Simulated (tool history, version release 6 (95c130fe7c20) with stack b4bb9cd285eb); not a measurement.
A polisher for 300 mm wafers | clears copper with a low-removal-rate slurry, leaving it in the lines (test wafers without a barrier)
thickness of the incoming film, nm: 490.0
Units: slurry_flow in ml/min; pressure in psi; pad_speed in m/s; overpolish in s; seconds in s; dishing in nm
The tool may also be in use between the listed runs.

| run | hour | slurry_flow | pressure | pad_speed | slurry_solids | overpolish | seconds | dishing |
|---|---|---|---|---|---|---|---|---|
| 1 | 0 | 275 | 3 | 1.24 | 1 | 23 | 134.63 | 48.526 |
| 2 | 1.6 | 275 | 3.1 | 1.24 | 1 | 22 | 125.08 | 46.935 |
| 3 | 10.2 | 335 | 3.1 | 1.24 | 1 | 22 | 128.04 | 48.077 |
| 4 | 15.9 | 335 | 2.5 | 1.24 | 1 | 22 | 153.09 | 40.476 |
| 5 | 20.3 | 335 | 2.7 | 1.24 | 1 | 21 | 143.41 | 40.72 |
| 6 | 21.5 | 335 | 3 | 1.24 | 1 | 21 | 132.7 | 44.447 |
| 7 | 25 | 335 | 3 | 1.24 | 1 | 21 | 129.39 | 46.09 |
| 8 | 28.1 | 335 | 3.1 | 1.24 | 1 | 20 | 130.59 | 45.641 |

Forecast run 9:
| 9 | 36.8 | 335 | 3.2 | 1.26 | 1 | 19 | ? | ? |

{"run 9": {"seconds": 121.64, "dishing": 44.834}}
